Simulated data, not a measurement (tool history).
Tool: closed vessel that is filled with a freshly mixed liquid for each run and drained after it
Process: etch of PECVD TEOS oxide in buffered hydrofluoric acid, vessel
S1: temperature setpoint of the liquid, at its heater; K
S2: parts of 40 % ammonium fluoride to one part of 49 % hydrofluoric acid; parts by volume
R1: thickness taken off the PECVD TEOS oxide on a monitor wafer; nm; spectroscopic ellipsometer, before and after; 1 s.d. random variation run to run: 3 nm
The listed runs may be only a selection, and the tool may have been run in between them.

{"run": 1, "hour": 0.0, "S1": 298.15, "S2": 15, "time in the liquid (s)": 100, "R1": 258.65}
{"run": 2, "hour": 1.7, "S1": 299.65, "S2": 15, "time in the liquid (s)": 100, "R1": 284.79}
{"run": 3, "hour": 10.5, "S1": 301.15, "S2": 15, "time in the liquid (s)": 100, "R1": 306.91}
{"run": 4, "hour": 18.1, "S1": 303.15, "S2": 15, "time in the liquid (s)": 100, "R1": 340.09}
{"run": 5, "hour": 23.5, "S1": 303.15, "S2": 18, "time in the liquid (s)": 100, "R1": 285.57}
{"run": 6, "hour": 32.3, "S1": 304.65, "S2": 18, "time in the liquid (s)": 100, "R1": 309.11}

Run 7, settings as shown, results not yet in. Your forecast:
{"run": 7, "hour": 40.7, "S1": 304.65, "S2": 16, "time in the liquid (s)": 100, "R1": "?"}

R1: 346.8 nm

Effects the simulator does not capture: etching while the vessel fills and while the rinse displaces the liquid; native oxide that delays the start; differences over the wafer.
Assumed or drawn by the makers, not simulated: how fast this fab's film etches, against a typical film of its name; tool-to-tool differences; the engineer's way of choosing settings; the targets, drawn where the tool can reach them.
